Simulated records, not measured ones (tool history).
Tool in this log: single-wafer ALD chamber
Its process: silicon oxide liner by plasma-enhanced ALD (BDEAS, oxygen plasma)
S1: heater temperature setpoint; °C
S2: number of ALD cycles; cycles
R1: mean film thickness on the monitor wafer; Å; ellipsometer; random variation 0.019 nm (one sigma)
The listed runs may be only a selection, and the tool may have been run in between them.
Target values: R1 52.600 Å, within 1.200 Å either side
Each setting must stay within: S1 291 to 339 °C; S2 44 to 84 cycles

| run | hour | S1 | S2 | R1 |
|---|---|---|---|---|
| 1 | 0.0 | 315 | 64 | 64.607 |
| 2 | 7.3 | 315 | 62 | 62.322 |
| 3 | 8.8 | 315 | 61 | 61.543 |
| 4 | 11.7 | 315 | 60 | 60.687 |
| 5 | 13.9 | 315 | 59 | 59.449 |
| 6 | 16.5 | 324 | 59 | 58.826 |
| 7 | 25.4 | 324 | 58 | 57.283 |
| 8 | 32.9 | 324 | 57 | 56.752 |
| 9 | 39.2 | 324 | 56 | 55.398 |

Exactly one of the 4 candidate moves below puts every result within its allowed miss. Which one?
| A | 45.5 | 321 | 53 | ? |
| B | 45.5 | 330 | 56 | ? |
| C | 45.5 | 329 | 57 | ? |
| D | 45.5 | 328 | 57 | ? |

| move | R1 |
|---|---|
| A | 52.575 |
| B | 54.743 |
| C | 55.812 |
| D | 55.904 |
A: every result within its allowed miss
B: an improvement on the last run, though not all results are within tolerance
C: moves away from the targets compared with the last run
D: moves away from the targets compared with the last run
The right move is A.
